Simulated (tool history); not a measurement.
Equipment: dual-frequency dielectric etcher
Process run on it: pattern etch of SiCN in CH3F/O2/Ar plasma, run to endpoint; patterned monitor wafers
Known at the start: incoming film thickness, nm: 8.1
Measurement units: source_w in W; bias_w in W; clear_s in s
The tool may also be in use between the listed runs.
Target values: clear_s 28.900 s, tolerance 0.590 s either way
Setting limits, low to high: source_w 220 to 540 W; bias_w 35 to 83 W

| run | hour | source_w | bias_w | clear_s |
|---|---|---|---|---|
| 1 | 0.0 | 380 | 59 | 23.269 |
| 2 | 2.9 | 380 | 64 | 22.258 |
| 3 | 8.0 | 410 | 64 | 21.322 |
| 4 | 15.1 | 390 | 63 | 22.275 |
| 5 | 17.7 | 460 | 63 | 20.643 |
| 6 | 20.0 | 460 | 68 | 19.838 |
| 7 | 26.5 | 430 | 66 | 20.667 |
| 8 | 27.7 | 350 | 54 | 25.079 |
| 9 | 32.7 | 340 | 54 | 25.394 |
| 10 | 38.1 | 260 | 50 | 30.732 |

Below are 5 possible settings for the next run. Only one of them brings all results inside the allowed miss of their targets. Which is it?
| A | 43.5 | 220 | 53 | ? |
| B | 43.5 | 330 | 41 | ? |
| C | 43.5 | 300 | 41 | ? |
| D | 43.5 | 260 | 44 | ? |
| E | 43.5 | 290 | 45 | ? |

| move | clear_s |
|---|---|
| A | 33.051 |
| B | 28.949 |
| C | 30.560 |
| D | 32.269 |
| E | 29.930 |
A: further off than the last run
B: hits every target within its allowed miss
C: nearer than the last run, and not there yet
D: further off than the last run
E: nearer than the last run, and not there yet
Go with B: it meets all targets.
